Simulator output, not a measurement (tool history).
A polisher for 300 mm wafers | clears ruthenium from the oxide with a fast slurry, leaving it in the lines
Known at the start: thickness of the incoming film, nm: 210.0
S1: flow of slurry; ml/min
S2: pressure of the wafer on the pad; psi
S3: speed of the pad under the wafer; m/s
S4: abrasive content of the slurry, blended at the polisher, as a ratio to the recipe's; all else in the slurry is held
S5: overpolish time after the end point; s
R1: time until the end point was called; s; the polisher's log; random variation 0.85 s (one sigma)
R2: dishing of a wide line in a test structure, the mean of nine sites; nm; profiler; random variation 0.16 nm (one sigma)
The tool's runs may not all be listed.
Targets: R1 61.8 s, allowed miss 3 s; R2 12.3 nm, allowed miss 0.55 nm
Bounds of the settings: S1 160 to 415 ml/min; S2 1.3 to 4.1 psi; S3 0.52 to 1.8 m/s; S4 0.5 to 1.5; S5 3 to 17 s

| run | hour | S1 | S2 | S3 | S4 | S5 | R1 | R2 |
|---|---|---|---|---|---|---|---|---|
| 1 | 0 | 265 | 2.7 | 1.16 | 1 | 9 | 52.783 | 31.641 |
| 2 | 7.1 | 265 | 2.7 | 1.16 | 1 | 8 | 52.687 | 27.959 |
| 3 | 14.9 | 265 | 2.7 | 1.16 | 1 | 6 | 53.008 | 21.551 |
| 4 | 15.5 | 265 | 2.6 | 1.16 | 1 | 6 | 54.799 | 20.617 |
| 5 | 20.2 | 265 | 2.5 | 1.16 | 1 | 6 | 55.574 | 20.606 |
| 6 | 23.2 | 330 | 2.5 | 1.16 | 1 | 6 | 53.763 | 20.575 |
| 7 | 27.8 | 335 | 2.4 | 1.16 | 1 | 6 | 55.802 | 20.532 |
| 8 | 29.4 | 345 | 2.4 | 1.14 | 1 | 6 | 55.624 | 20.553 |
| 9 | 35.4 | 355 | 2.3 | 1.14 | 1 | 6 | 57.18 | 20 |
| 10 | 38.3 | 405 | 1.8 | 1.14 | 1 | 3 | 65.262 | 8.9378 |
| 11 | 39.4 | 400 | 1.9 | 1.14 | 1 | 3 | 62.618 | 9.1817 |
| 12 | 46.3 | 390 | 1.9 | 1.14 | 1 | 3 | 62.804 | 9.2373 |
| 13 | 49.1 | 385 | 1.9 | 1.14 | 1 | 3 | 61.822 | 9.1337 |

4 next moves are on the table. One of them brings every result within its allowed miss. Which?
| A | 51.9 | 395 | 2.3 | 0.96 | 0.85 | 4 | ? | ? |
| B | 51.9 | 345 | 1.6 | 1.36 | 0.95 | 4 | ? | ? |
| C | 51.9 | 370 | 1.7 | 1.22 | 0.8 | 4 | ? | ? |
| D | 51.9 | 410 | 1.7 | 1.12 | 0.95 | 4 | ? | ? |

| move | R1 | R2 |
|---|---|---|
| A | 68.685 | 10.958 |
| B | 60.767 | 12.35 |
| C | 69.144 | 10.887 |
| D | 68.106 | 11.049 |
A: nearer than the last run, and not there yet
B: meets every target
C: nearer than the last run, and not there yet
D: nearer than the last run, and not there yet
The right move is B.

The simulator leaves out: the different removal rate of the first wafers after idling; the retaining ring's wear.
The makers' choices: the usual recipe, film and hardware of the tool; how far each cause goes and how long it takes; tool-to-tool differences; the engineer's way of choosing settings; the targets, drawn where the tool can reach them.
